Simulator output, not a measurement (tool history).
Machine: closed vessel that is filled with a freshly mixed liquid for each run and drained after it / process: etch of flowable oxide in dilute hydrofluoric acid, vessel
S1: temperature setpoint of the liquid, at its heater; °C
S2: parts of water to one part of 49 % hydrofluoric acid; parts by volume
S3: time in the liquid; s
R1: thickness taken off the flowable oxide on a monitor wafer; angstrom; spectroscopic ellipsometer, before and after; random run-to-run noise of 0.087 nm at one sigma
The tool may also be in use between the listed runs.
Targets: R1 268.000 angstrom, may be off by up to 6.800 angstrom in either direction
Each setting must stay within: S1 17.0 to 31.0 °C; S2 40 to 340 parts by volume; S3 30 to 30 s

| run | hour | S1 | S2 | S3 | R1 |
|---|---|---|---|---|---|
| 1 | 0.0 | 23.0 | 190 | 30 | 69.233 |
| 2 | 3.5 | 23.0 | 215 | 30 | 59.719 |
| 3 | 11.4 | 25.0 | 170 | 30 | 85.546 |
| 4 | 13.8 | 28.5 | 170 | 30 | 96.937 |
| 5 | 19.8 | 25.5 | 170 | 30 | 86.661 |
| 6 | 25.6 | 28.5 | 170 | 30 | 96.871 |
| 7 | 29.7 | 31.0 | 95 | 30 | 210.430 |
|  | 37.6 | hydrofluoric acid flow meter replaced |
| 8 | 37.6 | 31.0 | 90 | 30 | 250.180 |

4 next moves are on the table. One of them brings every result within its allowed miss. Which?
| A | 45.5 | 31.0 | 85 | 30 | ? |
| B | 45.5 | 31.0 | 95 | 30 | ? |
| C | 45.5 | 28.5 | 90 | 30 | ? |
| D | 45.5 | 31.0 | 100 | 30 | ? |

| move | R1 |
|---|---|
| A | 267.240 |
| B | 235.620 |
| C | 227.880 |
| D | 222.220 |
A: each result inside its tolerance
B: moves away from the targets compared with the last run
C: moves away from the targets compared with the last run
D: moves away from the targets compared with the last run
Correct choice: A, which meets every target
